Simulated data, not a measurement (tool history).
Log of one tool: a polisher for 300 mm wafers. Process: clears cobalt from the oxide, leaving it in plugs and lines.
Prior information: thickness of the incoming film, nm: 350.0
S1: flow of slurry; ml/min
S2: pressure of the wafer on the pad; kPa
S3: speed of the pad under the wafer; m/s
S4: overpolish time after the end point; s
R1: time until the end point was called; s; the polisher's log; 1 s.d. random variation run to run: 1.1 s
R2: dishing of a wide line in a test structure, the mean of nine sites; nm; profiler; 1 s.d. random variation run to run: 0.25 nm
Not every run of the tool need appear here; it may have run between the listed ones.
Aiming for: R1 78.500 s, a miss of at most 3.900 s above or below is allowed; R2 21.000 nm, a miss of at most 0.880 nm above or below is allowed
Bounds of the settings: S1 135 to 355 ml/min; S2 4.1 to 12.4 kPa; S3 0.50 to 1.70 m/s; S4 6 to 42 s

run  hour   S1    S2    S3  S4       R1      R2
  1   0.0  225   8.3  1.10  21  117.580  19.692
  2   5.1  195   8.3  1.10  21  118.080  19.556
  3  13.2  195   9.0  1.12  21  110.730  20.337
  4  21.1  200   9.7  1.14  18  104.610  19.352
  5  26.1  200   8.3  1.14  18  114.560  19.110
  6  34.5  200   9.7  1.18  18  100.850  20.155
  7  37.6  200  11.7  1.26  12   79.819  18.682
  8  42.1  200  11.7  1.26  12   81.650  19.134

4 next moves are on the table. One of them brings every result within its allowed miss. Which?
  A  46.6  205  12.4  1.36  23   ?   ?
  B  46.6  165  12.4  1.48  10   ?   ?
  C  46.6  190  12.4  1.10  23   ?   ?
  D  46.6  250  11.7  1.22  21   ?   ?

move      R1      R2
   A  70.389  20.966
   B  67.177  18.972
   C  87.530  20.800
   D  79.835  20.784
A: the furthest-off result lands on target, but another misses its tolerance
B: the biggest miss grows against the last run
C: the furthest-off result lands on target, but another misses its tolerance
D: each result inside its tolerance
Go with D: it meets all targets.
